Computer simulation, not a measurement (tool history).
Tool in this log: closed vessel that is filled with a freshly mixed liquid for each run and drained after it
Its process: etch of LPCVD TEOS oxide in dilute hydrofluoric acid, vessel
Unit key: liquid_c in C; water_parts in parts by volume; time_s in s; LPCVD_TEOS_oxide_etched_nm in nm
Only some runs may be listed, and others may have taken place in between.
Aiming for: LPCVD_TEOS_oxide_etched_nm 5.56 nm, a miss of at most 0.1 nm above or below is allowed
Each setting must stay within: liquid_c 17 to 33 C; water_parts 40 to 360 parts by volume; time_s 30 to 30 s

run,hour,liquid_c,water_parts,time_s,LPCVD_TEOS_oxide_etched_nm
1,0,25,200,30,3.6614
2,8.7,26,195,30,3.9295
3,16.1,27.5,195,30,4.1527
4,18.6,30,195,30,4.5039
5,22.7,30,195,30,4.54
6,28.1,30,195,30,4.5322
7,33,30.5,190,30,4.7736
8,41.3,31,190,30,4.8424
9,45.9,31.5,190,30,4.9562
10,48.1,32.5,185,30,5.3031

Which single option among these 5 for the next run brings every result within its allowed miss of target? Just one does.
A,50.3,33,195,30,?
B,50.3,33,180,30,?
C,50.3,30.5,175,30,?
D,50.3,30,160,30,?
E,50.3,32.5,190,30,?

move,LPCVD_TEOS_oxide_etched_nm
A,5.0174
B,5.5449
C,5.2665
D,5.7695
E,5.0967
A: the biggest miss grows against the last run
B: all results land within tolerance of their targets
C: the biggest miss grows against the last run
D: moves the result that the last run missed by most past its target, out the other side
E: the biggest miss grows against the last run
The move that meets every target is B.
